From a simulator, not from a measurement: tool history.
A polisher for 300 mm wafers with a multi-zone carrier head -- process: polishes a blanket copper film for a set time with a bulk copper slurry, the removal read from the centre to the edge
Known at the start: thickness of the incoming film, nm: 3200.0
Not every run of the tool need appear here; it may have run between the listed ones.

run,hour,flow of slurry (ml/min),pressure of the head's centre zone,pressure of the head's middle zone,pressure of the head's edge zone,abrasive content of the slurry,polishing time (s),film removed at the wafer's centre (nm),film removed at mid-radius (nm),film removed at the wafer's edge (nm)
1,0,210,1,1,1,1,80,500.13,498.52,488.63
2,2,210,0.93,1,1,1,80,453.9,495.26,498.5
3,3.9,210,0.93,0.96,1,1,80,453.6,476.08,495.64
4,5.2,210,0.93,0.96,1,1.2,80,472.4,502.47,508.06
5,12.7,210,0.93,0.96,1,1.2,94,564.53,590.54,591.91
6,21.6,205,0.95,0.95,0.98,1.15,93,560.6,572.99,580.07
7,29.2,205,0.95,0.95,0.98,1.15,93,552.66,577.47,587.59
# hour 35.8: worn pad replaced by a new one
8,35.8,215,0.98,0.96,0.98,1.1,91,614.65,599.86,611.07
9,39.1,215,1.01,0.98,1.01,1.05,89,613.41,613.89,611.15
10,43.3,210,1.02,0.97,0.98,1.1,89,621.07,606.91,592.35
11,46.1,205,1.04,0.96,0.96,1.05,88,618.39,588.26,589.01
12,54.2,210,1.06,0.96,0.94,1,85,612.3,564.43,555.25
13,56.8,210,1.07,0.96,0.92,0.95,84,597.29,542.7,545.61
14,61.1,215,1.08,0.96,0.9,0.9,83,594.09,539.36,521.9
15,61.8,225,1.09,0.95,0.89,0.85,83,598.43,533.93,520.91

Run 16 is up next; what results do you expect?
16,70.6,235,1.1,0.94,0.88,0.8,83,?,?,?

Logged for run 16: film removed at the wafer's centre (nm) 599.01, film removed at mid-radius (nm) 534.2, film removed at the wafer's edge (nm) 512.44.
